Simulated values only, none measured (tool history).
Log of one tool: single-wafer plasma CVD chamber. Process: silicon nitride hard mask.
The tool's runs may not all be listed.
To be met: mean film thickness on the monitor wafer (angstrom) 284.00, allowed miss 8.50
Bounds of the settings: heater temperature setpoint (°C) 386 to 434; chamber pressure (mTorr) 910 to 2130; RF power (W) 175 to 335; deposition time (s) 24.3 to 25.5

run,hour,heater temperature setpoint (°C),chamber pressure (mTorr),RF power (W),deposition time (s),mean film thickness on the monitor wafer (angstrom)
1,0.0,410,1520,255,25.5,243.48
2,4.5,410,1520,255,24.3,232.43
3,7.0,410,1520,230,24.3,215.15
4,13.1,410,1600,245,24.5,230.36
5,19.4,410,1660,260,24.7,244.97
6,27.9,410,1660,260,25.5,252.62
7,31.9,410,1730,265,25.5,257.60
8,37.9,410,1770,270,25.5,263.45
9,38.9,410,1810,275,25.5,269.66
10,40.2,410,1810,275,25.5,269.04

Which of these 4 next moves meets every target?
A,41.5,402,2130,305,25.5,?
B,41.5,411,1900,280,24.3,?
C,41.5,414,2110,280,25.5,?
D,41.5,402,1910,265,25.5,?

move,mean film thickness on the monitor wafer (angstrom)
A,303.62
B,263.55
C,283.46
D,267.20
A: takes the result that was furthest off past its target
B: further off than the last run
C: meets every target
D: further off than the last run
Answer: C
